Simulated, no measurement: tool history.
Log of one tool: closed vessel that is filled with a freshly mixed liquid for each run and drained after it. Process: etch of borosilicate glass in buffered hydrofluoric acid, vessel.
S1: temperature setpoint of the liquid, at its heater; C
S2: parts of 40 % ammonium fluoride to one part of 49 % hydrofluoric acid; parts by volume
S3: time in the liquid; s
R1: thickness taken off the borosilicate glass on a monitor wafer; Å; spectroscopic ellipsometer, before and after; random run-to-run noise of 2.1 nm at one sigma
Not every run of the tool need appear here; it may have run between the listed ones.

run,hour,S1,S2,S3,R1
1,0.0,20.0,11.0,100,915.52
2,9.0,23.0,11.0,100,1062.20
3,12.1,24.0,9.5,100,1273.90
4,17.9,24.0,11.0,100,1100.10
5,20.2,25.0,9.5,100,1346.60
6,26.5,25.0,9.5,105,1400.90
7,33.9,25.5,8.5,105,1578.90
8,42.2,26.0,7.5,105,1870.00

Run 9 comes next. What will it give?
9,47.7,26.5,7.0,105,?

Run 9 produced R1 2064.50 Å.

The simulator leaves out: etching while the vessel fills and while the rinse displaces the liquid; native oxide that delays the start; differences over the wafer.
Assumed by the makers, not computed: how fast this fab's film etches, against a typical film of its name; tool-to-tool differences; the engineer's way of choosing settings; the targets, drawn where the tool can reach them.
